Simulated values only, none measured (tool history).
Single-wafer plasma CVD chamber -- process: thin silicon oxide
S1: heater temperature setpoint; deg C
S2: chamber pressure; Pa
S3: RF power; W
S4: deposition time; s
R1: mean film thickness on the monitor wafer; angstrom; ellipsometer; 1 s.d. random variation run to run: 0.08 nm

| run | hour | S1 | S2 | S3 | S4 | R1 |
|---|---|---|---|---|---|---|
| 1 | 0.0 | 405 | 125.3 | 325 | 8.67 | 193.75 |
| 2 | 8.7 | 405 | 125.3 | 290 | 8.67 | 186.35 |
| 3 | 9.9 | 405 | 125.3 | 250 | 8.67 | 179.66 |
| 4 | 17.1 | 411 | 125.3 | 250 | 8.67 | 177.91 |
| 5 | 20.3 | 411 | 122.5 | 250 | 8.67 | 176.27 |
| 6 | 25.4 | 404 | 122.5 | 250 | 8.67 | 177.57 |
| 7 | 33.1 | 404 | 109.1 | 250 | 8.67 | 157.51 |

For run 8, what comes out?
| 8 | 39.4 | 404 | 110.4 | 250 | 8.67 | ? |

{"run 8": {"R1": 160.05}}

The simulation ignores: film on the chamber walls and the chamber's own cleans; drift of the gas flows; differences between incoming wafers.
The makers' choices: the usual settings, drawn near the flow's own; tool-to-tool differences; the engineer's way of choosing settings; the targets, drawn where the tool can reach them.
